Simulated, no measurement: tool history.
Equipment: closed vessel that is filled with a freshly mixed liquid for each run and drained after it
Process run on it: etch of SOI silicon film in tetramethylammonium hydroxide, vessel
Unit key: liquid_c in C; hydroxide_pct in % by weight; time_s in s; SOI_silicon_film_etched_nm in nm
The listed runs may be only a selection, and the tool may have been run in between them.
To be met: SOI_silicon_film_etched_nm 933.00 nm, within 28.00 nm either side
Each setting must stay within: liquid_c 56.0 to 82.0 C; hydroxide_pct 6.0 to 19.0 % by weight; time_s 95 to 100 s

{"run": 1, "day": 0.0, "liquid_c": 69.0, "hydroxide_pct": 12.5, "time_s": 95, "SOI_silicon_film_etched_nm": 565.67}
{"run": 2, "day": 0.167, "liquid_c": 72.0, "hydroxide_pct": 12.5, "time_s": 95, "SOI_silicon_film_etched_nm": 664.07}
{"run": 3, "day": 0.338, "liquid_c": 74.0, "hydroxide_pct": 12.5, "time_s": 95, "SOI_silicon_film_etched_nm": 761.01}
{"run": 4, "day": 0.496, "liquid_c": 74.0, "hydroxide_pct": 12.5, "time_s": 100, "SOI_silicon_film_etched_nm": 777.2}
{"run": 5, "day": 0.8, "liquid_c": 74.0, "hydroxide_pct": 12.5, "time_s": 100, "SOI_silicon_film_etched_nm": 792.89}
{"run": 6, "day": 1.058, "liquid_c": 74.0, "hydroxide_pct": 12.5, "time_s": 95, "SOI_silicon_film_etched_nm": 756.75}
{"run": 7, "day": 1.396, "liquid_c": 75.0, "hydroxide_pct": 12.5, "time_s": 95, "SOI_silicon_film_etched_nm": 803.45}
{"run": 8, "day": 1.712, "liquid_c": 76.0, "hydroxide_pct": 12.5, "time_s": 95, "SOI_silicon_film_etched_nm": 835.43}
{"run": 9, "day": 1.917, "liquid_c": 76.5, "hydroxide_pct": 12.5, "time_s": 95, "SOI_silicon_film_etched_nm": 868.39}
{"run": 10, "day": 2.275, "liquid_c": 77.0, "hydroxide_pct": 12.5, "time_s": 95, "SOI_silicon_film_etched_nm": 886.06}

Which single option among these 5 for the next run brings every result within its allowed miss of target? Just one does.
{"run": "A", "day": 2.633, "liquid_c": 75.5, "hydroxide_pct": 14.0, "time_s": 100, "SOI_silicon_film_etched_nm": "?"}
{"run": "B", "day": 2.633, "liquid_c": 77.0, "hydroxide_pct": 11.0, "time_s": 95, "SOI_silicon_film_etched_nm": "?"}
{"run": "C", "day": 2.633, "liquid_c": 75.5, "hydroxide_pct": 12.5, "time_s": 95, "SOI_silicon_film_etched_nm": "?"}
{"run": "D", "day": 2.633, "liquid_c": 74.5, "hydroxide_pct": 10.5, "time_s": 95, "SOI_silicon_film_etched_nm": "?"}
{"run": "E", "day": 2.633, "liquid_c": 76.5, "hydroxide_pct": 14.5, "time_s": 100, "SOI_silicon_film_etched_nm": "?"}

move=A SOI_silicon_film_etched_nm=812.57
move=B SOI_silicon_film_etched_nm=931.88
move=C SOI_silicon_film_etched_nm=813.97
move=D SOI_silicon_film_etched_nm=821.78
move=E SOI_silicon_film_etched_nm=844.37
A: lands further from the targets than the last run did
B: every result within its allowed miss
C: lands further from the targets than the last run did
D: lands further from the targets than the last run did
E: lands further from the targets than the last run did
The move that meets every target is B.
